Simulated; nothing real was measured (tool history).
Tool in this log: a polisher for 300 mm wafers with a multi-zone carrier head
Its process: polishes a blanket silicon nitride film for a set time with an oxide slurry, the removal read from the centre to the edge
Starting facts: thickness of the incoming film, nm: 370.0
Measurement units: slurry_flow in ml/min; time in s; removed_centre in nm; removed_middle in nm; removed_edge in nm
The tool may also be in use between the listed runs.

{"run": 1, "hour": 0.0, "slurry_flow": 200, "centre_zone": 1.0, "middle_zone": 1.0, "edge_zone": 1.0, "slurry_solids": 1.0, "time": 45, "removed_centre": 25.038, "removed_middle": 25.573, "removed_edge": 24.486}
{"run": 2, "hour": 1.2, "slurry_flow": 205, "centre_zone": 1.02, "middle_zone": 0.98, "edge_zone": 1.03, "slurry_solids": 1.1, "time": 45, "removed_centre": 26.143, "removed_middle": 25.01, "removed_edge": 25.901}
{"run": 3, "hour": 1.8, "slurry_flow": 205, "centre_zone": 1.02, "middle_zone": 0.98, "edge_zone": 1.03, "slurry_solids": 1.1, "time": 50, "removed_centre": 29.615, "removed_middle": 28.825, "removed_edge": 29.07}
{"run": 4, "hour": 4.7, "slurry_flow": 205, "centre_zone": 1.02, "middle_zone": 0.98, "edge_zone": 1.03, "slurry_solids": 0.95, "time": 50, "removed_centre": 27.513, "removed_middle": 26.445, "removed_edge": 27.292}
{"run": 5, "hour": 10.8, "slurry_flow": 210, "centre_zone": 1.04, "middle_zone": 0.98, "edge_zone": 1.05, "slurry_solids": 1.0, "time": 50, "removed_centre": 29.073, "removed_middle": 26.906, "removed_edge": 27.814}
{"run": 6, "hour": 19.7, "slurry_flow": 215, "centre_zone": 1.05, "middle_zone": 0.97, "edge_zone": 1.07, "slurry_solids": 1.05, "time": 50, "removed_centre": 29.399, "removed_middle": 27.125, "removed_edge": 28.901}

What will run 7 give?
{"run": 7, "hour": 27.3, "slurry_flow": 220, "centre_zone": 1.06, "middle_zone": 0.97, "edge_zone": 1.08, "slurry_solids": 1.1, "time": 50, "removed_centre": "?", "removed_middle": "?", "removed_edge": "?"}

removed_centre: 30.563 nm
removed_middle: 28.117 nm
removed_edge: 29.196 nm
